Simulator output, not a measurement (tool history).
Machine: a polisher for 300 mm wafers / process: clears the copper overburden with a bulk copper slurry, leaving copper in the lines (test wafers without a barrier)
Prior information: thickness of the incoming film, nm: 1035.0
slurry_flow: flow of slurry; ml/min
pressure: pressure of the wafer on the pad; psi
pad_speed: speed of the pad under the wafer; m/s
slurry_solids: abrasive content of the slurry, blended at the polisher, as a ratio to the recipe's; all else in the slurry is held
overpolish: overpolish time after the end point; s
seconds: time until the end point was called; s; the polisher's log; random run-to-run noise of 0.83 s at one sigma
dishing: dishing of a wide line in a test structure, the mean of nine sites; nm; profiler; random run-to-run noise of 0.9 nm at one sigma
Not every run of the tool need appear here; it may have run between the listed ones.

| run | day | slurry_flow | pressure | pad_speed | slurry_solids | overpolish | seconds | dishing |
|---|---|---|---|---|---|---|---|---|
| 1 | 0 | 150 | 2.9 | 1.18 | 1 | 12 | 86.215 | 72.781 |
| 2 | 0.125 | 150 | 3.1 | 1.2 | 1 | 11 | 78.889 | 72.873 |
| 3 | 0.338 | 150 | 3.3 | 1.2 | 1 | 10 | 75.456 | 71.494 |
| 4 | 0.604 | 150 | 3.3 | 1.32 | 1 | 10 | 68.868 | 75.441 |
| 5 | 0.912 | 150 | 3.4 | 1.32 | 1 | 9 | 67.487 | 73.005 |
| 6 | 1.221 | 180 | 3.4 | 1.32 | 1 | 9 | 65.835 | 72.758 |
| 7 | 1.458 | 180 | 3.5 | 1.32 | 1 | 8 | 64.695 | 69.276 |

For run 8, what comes out?
| 8 | 1.817 | 180 | 3.6 | 1.32 | 1 | 8 | ? | ? |

seconds: 63.317 s
dishing: 72.702 nm
